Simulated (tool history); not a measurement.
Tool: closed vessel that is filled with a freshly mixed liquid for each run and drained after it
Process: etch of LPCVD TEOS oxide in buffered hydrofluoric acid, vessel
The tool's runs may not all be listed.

run	hour	temperature setpoint of the liquid (°C)	parts of 40 % ammonium fluoride to one part of 49 % hydrofluoric acid (parts by volume)	time in the liquid (s)	thickness taken off the LPCVD TEOS oxide on a monitor wafer (angstrom)
1	0.0	21.0	10.0	90	1358.6
2	4.0	21.0	7.5	90	1766.9
3	11.0	21.0	6.5	90	2042.0
4	19.0	20.5	6.5	90	2001.8
5	22.0	20.5	6.5	90	2006.5
6	28.5	20.5	6.5	100	2225.1
7	29.0	19.5	6.5	100	2110.0

The next listed run, before its measurement:
8	37.1	19.0	6.5	100	?

{"run 8": {"thickness taken off the LPCVD TEOS oxide on a monitor wafer (angstrom)": 2055.5}}
